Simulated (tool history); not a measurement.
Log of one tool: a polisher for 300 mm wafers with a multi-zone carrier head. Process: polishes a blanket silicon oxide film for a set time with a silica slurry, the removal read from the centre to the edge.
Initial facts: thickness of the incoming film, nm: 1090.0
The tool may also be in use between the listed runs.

run  hour  flow of slurry (ml/min)  pressure of the head's centre zone  pressure of the head's middle zone  pressure of the head's edge zone  abrasive content of the slurry  polishing time (s)  film removed at the wafer's centre (nm)  film removed at mid-radius (nm)  film removed at the wafer's edge (nm)
  1   0.0                      130                                1.00                                1.00                              1.00                            1.00                  83                                   257.54                           257.37                                 251.72
  2   1.4                      120                                0.96                                0.99                              0.99                            0.95                  83                                   238.13                           244.29                                 241.76
  3   2.9                      120                                0.93                                0.99                              0.99                            0.95                  83                                   230.20                           245.04                                 236.91
  4   8.5                      115                                0.91                                0.99                              1.01                            0.90                  83                                   215.02                           233.25                                 233.90
  5  13.2                      110                                0.89                                0.99                              1.00                            0.85                  83                                   204.69                           225.17                                 226.54
  6  18.6                      110                                0.84                                0.99                              1.00                            0.85                  83                                   191.04                           228.09                                 226.48
  7  26.5                      105                                0.83                                0.98                              0.99                            0.85                  83                                   187.60                           219.78                                 216.91

Estimate the outcome of run 8 from the log above:
  8  31.6                      100                                0.83                                0.98                              0.99                            0.85                  83                                        ?                                ?                                      ?

film removed at the wafer's centre (nm): 182.29
film removed at mid-radius (nm): 219.45
film removed at the wafer's edge (nm): 220.71
